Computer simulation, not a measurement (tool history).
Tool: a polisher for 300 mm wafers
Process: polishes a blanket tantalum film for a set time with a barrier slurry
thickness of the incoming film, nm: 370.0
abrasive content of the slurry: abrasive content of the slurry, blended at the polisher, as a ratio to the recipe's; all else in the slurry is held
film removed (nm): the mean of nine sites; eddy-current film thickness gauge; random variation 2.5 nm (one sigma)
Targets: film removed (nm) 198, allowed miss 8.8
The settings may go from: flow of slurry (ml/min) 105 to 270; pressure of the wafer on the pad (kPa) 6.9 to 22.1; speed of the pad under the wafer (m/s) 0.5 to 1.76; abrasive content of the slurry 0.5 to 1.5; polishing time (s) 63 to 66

run,hour,flow of slurry (ml/min),pressure of the wafer on the pad (kPa),speed of the pad under the wafer (m/s),abrasive content of the slurry,polishing time (s),film removed (nm)
1,0,175,14.5,1.12,1,63,103.57
2,1.3,175,15.9,1.14,1,63,113.93
3,6,175,17.2,1.18,1,63,128.24
4,7,175,17.2,1.18,1,63,125.33
5,15.7,175,15.9,1.18,1,63,118.4
6,16.5,175,17.2,1.22,1,63,132.87
7,21.1,175,17.9,1.24,1,63,140.55
8,26.6,175,18.6,1.26,1,63,145.41
9,29.7,175,19.3,1.28,1,63,154.33
10,34.2,175,20,1.3,1,63,162.53
11,36.1,175,20.7,1.32,1,63,170.65
12,40.1,175,20.7,1.34,1,63,169.52
13,46.9,175,20.7,1.36,1,63,172.24

4 next moves are on the table. One of them brings every result within its allowed miss. Which?
A,53.7,190,22.1,1.22,0.85,66,?
B,53.7,175,22.1,1.26,1,63,?
C,53.7,140,22.1,1.46,0.85,66,?
D,53.7,230,20.7,1.6,1.2,63,?

move,film removed (nm)
A,171.22
B,172.03
C,193.27
D,219.52
A: as far off as the last run
B: as far off as the last run
C: meets every target
D: takes the result that was furthest off past its target
The right move is C.
